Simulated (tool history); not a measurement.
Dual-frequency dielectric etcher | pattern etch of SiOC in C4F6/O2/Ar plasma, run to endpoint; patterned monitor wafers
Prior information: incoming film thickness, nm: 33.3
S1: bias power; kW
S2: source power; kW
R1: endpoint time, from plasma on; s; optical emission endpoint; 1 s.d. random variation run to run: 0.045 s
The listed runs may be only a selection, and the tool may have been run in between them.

run	hour	S1	S2	R1
1	0.0	0.537	0.400	10.971
2	5.9	0.501	0.390	11.309
3	8.3	0.452	0.390	11.681
4	15.2	0.432	0.390	11.870
# hour 16.8: wet clean of the chamber
5	16.8	0.468	0.390	11.074
6	23.9	0.468	0.430	10.683
7	29.1	0.442	0.420	10.948

Predict the results of run 8:
8	33.7	0.424	0.410	?

Run 8 yielded R1 11.226 s.

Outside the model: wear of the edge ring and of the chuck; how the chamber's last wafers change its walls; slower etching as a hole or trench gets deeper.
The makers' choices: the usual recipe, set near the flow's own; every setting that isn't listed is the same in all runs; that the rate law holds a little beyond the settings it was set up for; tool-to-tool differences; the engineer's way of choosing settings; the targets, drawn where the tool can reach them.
